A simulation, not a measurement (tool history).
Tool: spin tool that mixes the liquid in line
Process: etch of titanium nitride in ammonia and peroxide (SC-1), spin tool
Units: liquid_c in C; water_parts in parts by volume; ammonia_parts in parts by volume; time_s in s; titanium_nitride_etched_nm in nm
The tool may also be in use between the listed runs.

{"run": 1, "hour": 0.0, "liquid_c": 58.0, "water_parts": 7.5, "ammonia_parts": 0.5, "time_s": 290, "titanium_nitride_etched_nm": 48.683}
{"run": 2, "hour": 8.8, "liquid_c": 58.0, "water_parts": 7.5, "ammonia_parts": 0.5, "time_s": 310, "titanium_nitride_etched_nm": 52.301}
{"run": 3, "hour": 9.5, "liquid_c": 60.0, "water_parts": 7.5, "ammonia_parts": 0.5, "time_s": 310, "titanium_nitride_etched_nm": 59.535}
{"run": 4, "hour": 16.5, "liquid_c": 66.5, "water_parts": 7.5, "ammonia_parts": 0.5, "time_s": 310, "titanium_nitride_etched_nm": 91.348}
{"run": 5, "hour": 21.5, "liquid_c": 67.0, "water_parts": 7.5, "ammonia_parts": 0.5, "time_s": 310, "titanium_nitride_etched_nm": 91.999}
{"run": 6, "hour": 23.5, "liquid_c": 67.0, "water_parts": 7.5, "ammonia_parts": 0.5, "time_s": 310, "titanium_nitride_etched_nm": 92.529}
{"run": 7, "hour": 31.9, "liquid_c": 67.5, "water_parts": 7.5, "ammonia_parts": 0.5, "time_s": 310, "titanium_nitride_etched_nm": 95.826}
{"run": 8, "hour": 40.8, "liquid_c": 68.0, "water_parts": 7.5, "ammonia_parts": 0.5, "time_s": 310, "titanium_nitride_etched_nm": 100.45}
{"run": 9, "hour": 49.5, "liquid_c": 68.5, "water_parts": 7.5, "ammonia_parts": 0.5, "time_s": 310, "titanium_nitride_etched_nm": 102.11}

Run 10 comes next. What will it give?
{"run": 10, "hour": 52.9, "liquid_c": 69.0, "water_parts": 7.5, "ammonia_parts": 0.5, "time_s": 310, "titanium_nitride_etched_nm": "?"}

{"run 10": {"titanium_nitride_etched_nm": 104.89}}

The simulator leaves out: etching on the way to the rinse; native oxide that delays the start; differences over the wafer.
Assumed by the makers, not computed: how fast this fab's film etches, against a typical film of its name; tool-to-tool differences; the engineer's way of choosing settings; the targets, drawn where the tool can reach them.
